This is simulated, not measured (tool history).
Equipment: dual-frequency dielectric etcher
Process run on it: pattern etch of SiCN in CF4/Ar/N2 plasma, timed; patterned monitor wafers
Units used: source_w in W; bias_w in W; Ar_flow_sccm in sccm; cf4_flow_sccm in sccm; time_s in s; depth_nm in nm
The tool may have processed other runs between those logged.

run	hour	source_w	bias_w	Ar_flow_sccm	cf4_flow_sccm	time_s	depth_nm
1	0	480	51	89	70	44	38.345
2	2.7	480	51	79	70	44	39.009
3	8.3	420	51	79	70	44	35.093
4	13.4	420	51	73	70	44	35.316
5	21.3	440	51	73	70	44	36.847
6	25.5	460	51	73	70	44	38.08
7	29.7	470	51	73	70	44	38.825
8	36	480	51	73	70	44	39.09
9	38.9	490	51	73	70	44	40.279
10	40.8	490	51	73	70	44	39.852
11	44.5	500	51	73	70	44	40.464
12	47.9	510	51	73	70	44	40.665
13	49.3	520	51	73	70	44	42.001
14	52.5	530	51	73	70	44	42.883
15	53.2	540	51	73	70	44	43.174
16	56.6	550	51	73	70	44	43.518

Run 17 is up next; what results do you expect?
17	64.1	570	51	73	70	44	?

depth_nm: 44.925 nm
